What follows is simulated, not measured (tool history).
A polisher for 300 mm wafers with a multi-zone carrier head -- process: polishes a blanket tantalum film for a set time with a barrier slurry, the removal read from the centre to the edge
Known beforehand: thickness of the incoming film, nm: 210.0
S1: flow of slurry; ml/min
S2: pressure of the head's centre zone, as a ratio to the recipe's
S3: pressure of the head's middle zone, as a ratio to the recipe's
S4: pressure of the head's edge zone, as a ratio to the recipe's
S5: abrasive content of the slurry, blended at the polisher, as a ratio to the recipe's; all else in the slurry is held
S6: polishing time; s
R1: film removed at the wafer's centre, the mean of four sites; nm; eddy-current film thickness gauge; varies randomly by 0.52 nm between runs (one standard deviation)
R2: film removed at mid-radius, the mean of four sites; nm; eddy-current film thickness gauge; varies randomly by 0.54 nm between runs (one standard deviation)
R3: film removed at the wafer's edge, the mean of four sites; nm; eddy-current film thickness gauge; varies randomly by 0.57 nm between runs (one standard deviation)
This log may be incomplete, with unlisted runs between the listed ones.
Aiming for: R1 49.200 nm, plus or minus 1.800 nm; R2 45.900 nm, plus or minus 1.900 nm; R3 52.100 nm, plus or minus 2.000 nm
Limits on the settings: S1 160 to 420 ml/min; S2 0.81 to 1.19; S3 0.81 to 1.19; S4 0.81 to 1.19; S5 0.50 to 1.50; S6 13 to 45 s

run,hour,S1,S2,S3,S4,S5,S6,R1,R2,R3
1,0.0,270,1.00,1.00,1.00,1.00,29,59.983,64.460,64.167
2,3.7,265,1.00,0.95,0.98,0.85,29,58.086,58.943,60.432
3,9.0,265,1.00,0.91,0.98,0.85,29,58.054,57.620,60.382
4,11.9,265,1.00,0.91,0.90,0.85,29,57.704,57.353,59.993
5,13.4,255,0.99,0.88,0.91,0.75,29,55.586,53.580,56.445
6,22.3,245,0.97,0.86,0.94,0.70,29,52.486,51.222,56.472
7,25.8,240,0.97,0.85,0.93,0.65,29,51.247,48.282,53.885
8,31.1,230,0.97,0.85,0.92,0.65,29,49.515,49.911,53.200

Which single option among these 4 for the next run brings every result within its allowed miss of target? Just one does.
A,36.4,175,0.95,0.90,0.87,0.70,30,?,?,?
B,36.4,160,1.01,0.99,0.92,0.50,33,?,?,?
C,36.4,190,0.97,0.93,0.86,0.60,32,?,?,?
D,36.4,220,0.99,0.81,0.93,0.60,29,?,?,?

move,R1,R2,R3
A,49.643,53.102,53.702
B,50.252,55.433,53.150
C,52.180,56.259,54.866
D,49.380,46.611,52.304
A: moves away from the targets compared with the last run
B: moves away from the targets compared with the last run
C: moves away from the targets compared with the last run
D: all results in spec
So the answer is move D, the one that meets all the targets.

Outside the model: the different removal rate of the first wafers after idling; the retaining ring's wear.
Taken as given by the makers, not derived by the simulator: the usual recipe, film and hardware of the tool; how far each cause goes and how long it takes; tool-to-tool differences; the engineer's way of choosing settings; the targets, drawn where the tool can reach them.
